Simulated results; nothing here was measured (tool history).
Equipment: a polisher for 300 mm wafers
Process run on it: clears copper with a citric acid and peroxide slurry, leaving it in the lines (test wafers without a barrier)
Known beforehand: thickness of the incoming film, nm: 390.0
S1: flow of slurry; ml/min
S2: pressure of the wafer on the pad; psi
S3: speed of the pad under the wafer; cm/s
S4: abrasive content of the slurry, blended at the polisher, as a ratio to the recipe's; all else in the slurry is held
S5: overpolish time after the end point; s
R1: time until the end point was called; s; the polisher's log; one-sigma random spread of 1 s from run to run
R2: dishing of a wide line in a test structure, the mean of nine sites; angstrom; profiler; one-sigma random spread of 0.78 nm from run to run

| run | hour | S1 | S2 | S3 | S4 | S5 | R1 | R2 |
|---|---|---|---|---|---|---|---|---|
| 1 | 0 | 205 | 3.2 | 98 | 1 | 28 | 163.03 | 492.01 |
| 2 | 4.3 | 205 | 3.2 | 98 | 1.2 | 28 | 158.81 | 515.05 |
| 3 | 12.6 | 205 | 3.7 | 98 | 1.2 | 28 | 138.04 | 583.63 |
| 4 | 20.6 | 205 | 3.9 | 98 | 1.2 | 26 | 133.9 | 575.02 |
| 5 | 21.7 | 180 | 3.9 | 98 | 1.2 | 26 | 133.32 | 567.03 |
| 6 | 23.7 | 180 | 3.9 | 98 | 1.05 | 26 | 136.49 | 559.86 |
| 7 | 27.6 | 180 | 4.1 | 98 | 1.05 | 24 | 130.69 | 551.7 |
| 8 | 36 | 180 | 4.2 | 98 | 1.05 | 22 | 128.18 | 504.58 |
| 9 | 41.9 | 180 | 4.3 | 98 | 1.05 | 21 | 122.52 | 504.19 |
| 10 | 42.9 | 185 | 4.4 | 98 | 1.05 | 20 | 119.25 | 488.03 |

Forecast run 11:
| 11 | 45.4 | 190 | 4.5 | 98 | 1.05 | 20 | ? | ? |

R1: 118.38 s
R2: 496.42 angstrom

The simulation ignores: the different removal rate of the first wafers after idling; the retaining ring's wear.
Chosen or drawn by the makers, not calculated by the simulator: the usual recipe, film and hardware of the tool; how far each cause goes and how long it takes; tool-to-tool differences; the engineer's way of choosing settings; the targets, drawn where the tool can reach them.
